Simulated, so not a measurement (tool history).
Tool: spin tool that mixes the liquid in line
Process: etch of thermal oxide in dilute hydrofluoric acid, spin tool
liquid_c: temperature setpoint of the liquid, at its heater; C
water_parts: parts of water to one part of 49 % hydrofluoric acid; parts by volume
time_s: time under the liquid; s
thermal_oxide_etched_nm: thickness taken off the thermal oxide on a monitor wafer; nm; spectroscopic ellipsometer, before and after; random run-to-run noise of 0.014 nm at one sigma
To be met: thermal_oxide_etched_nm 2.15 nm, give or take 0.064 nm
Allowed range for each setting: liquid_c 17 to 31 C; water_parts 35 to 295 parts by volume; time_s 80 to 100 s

run,day,liquid_c,water_parts,time_s,thermal_oxide_etched_nm
1,0,23,165,100,2.5301
2,0.058,22.5,165,100,2.4888
3,0.429,25.5,165,100,2.7291
4,0.596,25.5,165,100,2.7516
5,0.829,24.5,165,100,2.6726
6,0.892,24.5,130,100,3.5273
7,1.196,23,135,100,3.1619
8,1.275,19,160,100,2.2311

Exercise: of the 5 proposed moves below, exactly one satisfies all targets within the stated allowed misses. Which move is it?
A,1.354,20,140,80,?
B,1.354,18.5,150,85,?
C,1.354,19.5,155,100,?
D,1.354,21,170,100,?
E,1.354,18,165,95,?

move,thermal_oxide_etched_nm
A,2.1776
B,2.0122
C,2.3727
D,2.2598
E,1.9742
A: all results in spec
B: pushes the last run's worst result past its target
C: its largest miss is bigger than the last run's
D: its largest miss is bigger than the last run's
E: pushes the last run's worst result past its target
Correct choice: A, which meets every target
